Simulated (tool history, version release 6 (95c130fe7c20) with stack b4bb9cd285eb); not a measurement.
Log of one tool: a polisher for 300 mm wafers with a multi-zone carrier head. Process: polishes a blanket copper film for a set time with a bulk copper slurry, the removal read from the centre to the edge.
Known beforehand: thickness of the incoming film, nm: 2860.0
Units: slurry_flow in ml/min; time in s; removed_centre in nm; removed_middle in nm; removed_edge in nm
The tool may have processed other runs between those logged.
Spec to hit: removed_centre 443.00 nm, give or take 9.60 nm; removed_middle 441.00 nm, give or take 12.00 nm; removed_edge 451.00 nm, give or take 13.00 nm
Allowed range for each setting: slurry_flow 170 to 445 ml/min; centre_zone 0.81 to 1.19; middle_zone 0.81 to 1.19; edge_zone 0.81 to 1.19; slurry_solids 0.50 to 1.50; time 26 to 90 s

run	hour	slurry_flow	centre_zone	middle_zone	edge_zone	slurry_solids	time	removed_centre	removed_middle	removed_edge
1	0.0	285	1.00	1.00	1.00	1.00	58	361.21	364.85	371.30
2	0.7	295	1.02	1.02	1.04	1.10	58	371.53	377.12	385.59
3	7.5	305	1.05	1.04	1.07	1.20	58	391.32	386.24	395.59
4	15.6	315	1.06	1.06	1.09	1.25	58	398.78	392.21	404.23
5	21.6	325	1.07	1.08	1.11	1.30	58	407.60	402.79	410.87
6	23.9	335	1.07	1.09	1.13	1.35	58	413.26	403.25	422.36
7	29.3	335	1.07	1.09	1.13	1.35	58	414.80	404.30	419.53
8	34.5	340	1.07	1.11	1.14	1.40	58	413.01	418.65	423.14
9	37.0	350	1.08	1.12	1.15	1.40	58	421.25	414.61	424.47
10	44.8	350	1.08	1.13	1.16	1.40	58	421.82	417.00	423.42
11	51.7	355	1.08	1.13	1.16	1.40	58	416.76	414.44	419.81
12	52.6	355	1.08	1.13	1.16	1.40	59	425.77	423.66	434.90
13	59.6	355	1.08	1.14	1.17	1.40	59	426.77	430.10	436.64
14	60.3	355	1.09	1.15	1.18	1.45	59	431.37	433.59	444.25

Which of these 5 next moves meets every target?
A	61.0	385	1.14	1.14	1.17	1.45	60	?	?	?
B	61.0	400	1.06	1.19	1.00	1.45	62	?	?	?
C	61.0	375	1.05	1.19	1.01	1.40	63	?	?	?
D	61.0	415	1.09	1.18	1.18	1.50	59	?	?	?
E	61.0	385	1.16	1.19	1.07	1.15	61	?	?	?

move	removed_centre	removed_middle	removed_edge
A	464.46	439.17	448.56
B	447.41	465.12	429.10
C	445.49	467.80	434.09
D	441.57	444.16	447.19
E	463.08	439.48	419.66
A: the result that was furthest off in the last run now lies on the other side of its target
B: corrects the largest miss of the last run, while another result sits out of spec
C: corrects the largest miss of the last run, while another result sits out of spec
D: every result lands within tolerance
E: the result that was furthest off in the last run now lies on the other side of its target
Move D is the one to make.

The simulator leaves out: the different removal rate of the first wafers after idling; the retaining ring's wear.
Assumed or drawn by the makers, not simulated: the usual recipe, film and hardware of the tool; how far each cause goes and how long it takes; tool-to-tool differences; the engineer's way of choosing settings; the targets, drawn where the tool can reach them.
